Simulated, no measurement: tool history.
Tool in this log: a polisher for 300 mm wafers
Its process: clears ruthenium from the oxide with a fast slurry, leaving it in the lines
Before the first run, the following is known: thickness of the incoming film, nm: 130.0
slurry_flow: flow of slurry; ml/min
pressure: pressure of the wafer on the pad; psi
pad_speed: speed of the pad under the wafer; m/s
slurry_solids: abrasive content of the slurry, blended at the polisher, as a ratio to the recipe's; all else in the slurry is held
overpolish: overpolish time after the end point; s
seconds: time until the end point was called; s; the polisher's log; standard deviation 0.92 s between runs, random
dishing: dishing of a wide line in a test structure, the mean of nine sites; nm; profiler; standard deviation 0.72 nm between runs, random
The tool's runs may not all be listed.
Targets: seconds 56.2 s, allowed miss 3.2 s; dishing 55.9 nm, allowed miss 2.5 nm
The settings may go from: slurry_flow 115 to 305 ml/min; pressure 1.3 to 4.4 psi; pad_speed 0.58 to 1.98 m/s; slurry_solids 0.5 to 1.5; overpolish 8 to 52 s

Run 1, hour 0: slurry_flow 195 ml/min, pressure 2.8 psi, pad_speed 1.28 m/s, slurry_solids 1, overpolish 26 s. Result: seconds 27.813 s, dishing 94.884 nm.
Run 2, hour 1.7: slurry_flow 195 ml/min, pressure 2.8 psi, pad_speed 1.28 m/s, slurry_solids 1.2, overpolish 26 s. Result: seconds 26.371 s, dishing 98.563 nm.
Run 3, hour 6.5: slurry_flow 195 ml/min, pressure 2.5 psi, pad_speed 1.22 m/s, slurry_solids 1.2, overpolish 26 s. Result: seconds 30.695 s, dishing 88.541 nm.
Run 4, hour 15.1: slurry_flow 195 ml/min, pressure 2.5 psi, pad_speed 1.22 m/s, slurry_solids 1.2, overpolish 31 s. Result: seconds 30.469 s, dishing 100.77 nm.
Run 5, hour 21.2: slurry_flow 195 ml/min, pressure 2.3 psi, pad_speed 1.16 m/s, slurry_solids 1.2, overpolish 30 s. Result: seconds 34.681 s, dishing 88.259 nm.
Run 6, hour 27.1: slurry_flow 195 ml/min, pressure 2.1 psi, pad_speed 1.12 m/s, slurry_solids 1.2, overpolish 29 s. Result: seconds 40.044 s, dishing 76.451 nm.
Run 7, hour 29: slurry_flow 195 ml/min, pressure 1.3 psi, pad_speed 1.1 m/s, slurry_solids 1.2, overpolish 27 s. Result: seconds 64.357 s, dishing 48.618 nm.
Run 8, hour 35.8: slurry_flow 195 ml/min, pressure 1.4 psi, pad_speed 1.1 m/s, slurry_solids 1.2, overpolish 27 s. Result: seconds 57.856 s, dishing 51.362 nm.
At hour 38.4: head pressure recalibrated.
Run 9, hour 38.4: slurry_flow 195 ml/min, pressure 1.4 psi, pad_speed 1.1 m/s, slurry_solids 1.2, overpolish 28 s. Result: seconds 52.932 s, dishing 59.88 nm.

Exercise: of the 5 proposed moves below, exactly one satisfies all targets within the stated allowed misses. Which move is it?
Run A, hour 41: slurry_flow 190 ml/min, pressure 1.3 psi, pad_speed 1.08 m/s, slurry_solids 1.25, overpolish 35 s. Result: seconds ?, dishing ?.
Run B, hour 41: slurry_flow 165 ml/min, pressure 1.6 psi, pad_speed 1.2 m/s, slurry_solids 1.15, overpolish 23 s. Result: seconds ?, dishing ?.
Run C, hour 41: slurry_flow 170 ml/min, pressure 1.3 psi, pad_speed 1 m/s, slurry_solids 1.45, overpolish 35 s. Result: seconds ?, dishing ?.
Run D, hour 41: slurry_flow 200 ml/min, pressure 1.3 psi, pad_speed 1.18 m/s, slurry_solids 1.05, overpolish 28 s. Result: seconds ?, dishing ?.
Run E, hour 41: slurry_flow 190 ml/min, pressure 1.4 psi, pad_speed 1.08 m/s, slurry_solids 1.1, overpolish 33 s. Result: seconds ?, dishing ?.

move  seconds  dishing
   A   56.177   67.576
   B   44.028   58.032
   C   58.498   65.276
   D   54.616   57.084
   E   54.933   65.502
A: lands further from the targets than the last run did
B: brings the last run's worst result on target, with another outside its allowed miss
C: lands further from the targets than the last run did
D: all results in spec
E: lands further from the targets than the last run did
So the answer is move D, the one that meets all the targets.
